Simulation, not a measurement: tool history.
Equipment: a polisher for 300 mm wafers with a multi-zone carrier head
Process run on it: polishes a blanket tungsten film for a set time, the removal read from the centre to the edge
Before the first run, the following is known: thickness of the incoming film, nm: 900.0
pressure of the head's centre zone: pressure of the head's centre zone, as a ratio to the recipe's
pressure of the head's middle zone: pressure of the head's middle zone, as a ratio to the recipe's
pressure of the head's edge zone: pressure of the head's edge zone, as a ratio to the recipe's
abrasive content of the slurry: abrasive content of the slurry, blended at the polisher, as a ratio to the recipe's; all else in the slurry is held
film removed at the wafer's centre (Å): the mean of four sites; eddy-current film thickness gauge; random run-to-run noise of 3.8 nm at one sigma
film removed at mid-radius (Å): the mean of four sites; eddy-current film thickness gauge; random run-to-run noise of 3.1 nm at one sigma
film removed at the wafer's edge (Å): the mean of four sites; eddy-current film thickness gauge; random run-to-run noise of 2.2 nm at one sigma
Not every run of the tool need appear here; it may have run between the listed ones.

run	hour	flow of slurry (ml/min)	pressure of the head's centre zone	pressure of the head's middle zone	pressure of the head's edge zone	abrasive content of the slurry	polishing time (s)	film removed at the wafer's centre (Å)	film removed at mid-radius (Å)	film removed at the wafer's edge (Å)
1	0	310	1	1	1	1	41	2104.6	2089.3	2096.4
2	0.8	315	1.03	1	1.02	1.05	41	2226.1	2155.5	2155.6
3	5.5	320	1.05	0.99	1.04	1.05	41	2276	2066.1	2196.2
4	12.3	320	1.13	0.99	1.04	1.05	41	2416	2129.4	2154
5	13.5	325	1.14	0.99	1.05	1.1	41	2517.5	2115.2	2214
6	16.3	325	1.14	0.99	1.05	1.1	36	2123.1	1855.8	1915.9
7	21.6	330	1.15	1	1.06	1.15	37	2230.2	1971.7	2016.3
8	27.1	330	1.16	1	1.06	1.2	38	2460.4	2068.8	2102.7
9	31.6	330	1.16	1.01	1.08	1.25	38	2423.1	2046.3	2113.9

Predict the results of run 10:
10	39.8	335	1.16	1.02	1.09	1.3	38	?	?	?

Run 10 measured film removed at the wafer's centre (Å) 2475.4, film removed at mid-radius (Å) 2140.7, film removed at the wafer's edge (Å) 2199.7.

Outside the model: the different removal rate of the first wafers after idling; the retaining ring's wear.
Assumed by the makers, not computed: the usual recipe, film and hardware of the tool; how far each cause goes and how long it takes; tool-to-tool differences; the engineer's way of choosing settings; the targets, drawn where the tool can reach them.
